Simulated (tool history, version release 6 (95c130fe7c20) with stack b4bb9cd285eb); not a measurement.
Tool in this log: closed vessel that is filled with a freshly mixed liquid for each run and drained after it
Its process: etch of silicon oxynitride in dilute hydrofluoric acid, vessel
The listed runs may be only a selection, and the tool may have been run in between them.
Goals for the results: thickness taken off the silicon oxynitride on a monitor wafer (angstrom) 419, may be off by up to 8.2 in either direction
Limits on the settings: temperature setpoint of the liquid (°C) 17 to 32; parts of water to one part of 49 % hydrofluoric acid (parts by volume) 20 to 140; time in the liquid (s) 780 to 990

run  hour  temperature setpoint of the liquid (°C)  parts of water to one part of 49 % hydrofluoric acid (parts by volume)  time in the liquid (s)  thickness taken off the silicon oxynitride on a monitor wafer (angstrom)
  1     0                                       24                                                                      75                     990                                                                    169.29
  2   4.9                                     26.5                                                                      75                     990                                                                    191.37
  3   8.6                                     26.5                                                                      75                     780                                                                    149.87
  4  11.6                                       27                                                                      70                     795                                                                    169.41
  5    16                                       25                                                                      70                     795                                                                    154.28
  6  21.3                                       25                                                                      90                     795                                                                    116.79
     31.1  -- hydrofluoric acid flow meter replaced
  7  31.1                                       26                                                                      80                     795                                                                    153.48
  8  37.8                                     26.5                                                                      75                     805                                                                    172.05
  9  42.8                                       27                                                                      70                     805                                                                    189.33
 10  48.5                                     27.5                                                                      65                     805                                                                    209.56

Which of these 5 next moves meets every target?
  A  54.2                                       28                                                                      60                     935                                                                         ?
  B  54.2                                       29                                                                      40                     860                                                                         ?
  C  54.2                                     29.5                                                                      45                     990                                                                         ?
  D  54.2                                       28                                                                      40                     990                                                                         ?
  E  54.2                                     31.5                                                                      45                     965                                                                         ?

move  thickness taken off the silicon oxynitride on a monitor wafer (angstrom)
   A                                                                    271.31
   B                                                                    400.06
   C                                                                     417.1
   D                                                                    439.17
   E                                                                    446.26
A: moves toward the targets from the last run without getting all of them in spec
B: moves toward the targets from the last run without getting all of them in spec
C: all results land within tolerance of their targets
D: moves the result that the last run missed by most past its target, out the other side
E: moves the result that the last run missed by most past its target, out the other side
Correct choice: C, which meets every target

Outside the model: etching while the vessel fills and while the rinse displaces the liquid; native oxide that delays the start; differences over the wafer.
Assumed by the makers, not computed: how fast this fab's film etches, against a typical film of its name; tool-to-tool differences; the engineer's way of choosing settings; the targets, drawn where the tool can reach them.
